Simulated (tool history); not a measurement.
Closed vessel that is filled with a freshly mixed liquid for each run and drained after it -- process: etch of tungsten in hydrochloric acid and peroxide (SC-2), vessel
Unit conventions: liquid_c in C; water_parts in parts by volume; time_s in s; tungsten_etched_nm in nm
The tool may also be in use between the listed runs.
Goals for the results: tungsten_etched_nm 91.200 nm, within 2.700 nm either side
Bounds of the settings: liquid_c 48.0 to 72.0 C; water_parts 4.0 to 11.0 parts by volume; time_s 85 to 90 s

| run | hour | liquid_c | water_parts | time_s | tungsten_etched_nm |
|---|---|---|---|---|---|
| 1 | 0.0 | 64.0 | 6.0 | 85 | 57.180 |
| 2 | 5.1 | 65.5 | 6.0 | 85 | 62.544 |
| 3 | 9.2 | 66.5 | 6.0 | 85 | 66.312 |
| 4 | 13.0 | 66.5 | 4.5 | 85 | 81.959 |
| 5 | 17.2 | 67.0 | 4.5 | 85 | 83.942 |
| 6 | 23.4 | 61.5 | 4.5 | 85 | 60.270 |
| 7 | 30.4 | 63.0 | 4.5 | 85 | 65.914 |
| 8 | 32.0 | 64.0 | 4.5 | 85 | 69.713 |
| 9 | 36.9 | 65.0 | 4.5 | 85 | 74.363 |
| 10 | 43.7 | 65.5 | 4.5 | 85 | 76.480 |
| 11 | 50.2 | 66.0 | 4.5 | 85 | 78.152 |
| 12 | 54.0 | 66.0 | 4.5 | 85 | 79.395 |
| 13 | 62.1 | 66.5 | 4.5 | 85 | 81.241 |
| 14 | 66.4 | 67.0 | 4.5 | 85 | 83.736 |
| 15 | 71.8 | 67.5 | 4.5 | 85 | 87.100 |

Which single option among these 4 for the next run brings every result within its allowed miss of target? Just one does.
| A | 77.2 | 68.5 | 4.5 | 85 | ? |
| B | 77.2 | 71.0 | 6.0 | 85 | ? |
| C | 77.2 | 67.0 | 4.5 | 85 | ? |
| D | 77.2 | 72.0 | 5.5 | 85 | ? |

| move | tungsten_etched_nm |
|---|---|
| A | 91.368 |
| B | 86.082 |
| C | 83.515 |
| D | 97.364 |
A: all results in spec
B: its largest miss is bigger than the last run's
C: its largest miss is bigger than the last run's
D: the result that was furthest off in the last run now lies on the other side of its target
So the answer is move A, the one that meets all the targets.
